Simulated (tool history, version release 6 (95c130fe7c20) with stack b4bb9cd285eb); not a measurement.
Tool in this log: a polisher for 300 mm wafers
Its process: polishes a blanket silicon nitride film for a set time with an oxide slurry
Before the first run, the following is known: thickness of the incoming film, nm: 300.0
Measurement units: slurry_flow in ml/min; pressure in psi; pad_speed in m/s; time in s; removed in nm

run	hour	slurry_flow	pressure	pad_speed	slurry_solids	time	removed
1	0	255	2.9	1.06	1	49	31.573
2	2.7	255	2.7	1.06	1	49	29.205
3	6.8	255	2.6	1.06	1	49	28.25
4	14.3	255	2.5	1.06	1	49	27.316
5	15.5	255	2.4	1.06	1	49	26.613
6	22.6	255	2.7	1.06	1	49	29.381

The next listed run, before its measurement:
7	28.5	255	2.5	1.06	1	49	?

removed: 27.559 nm
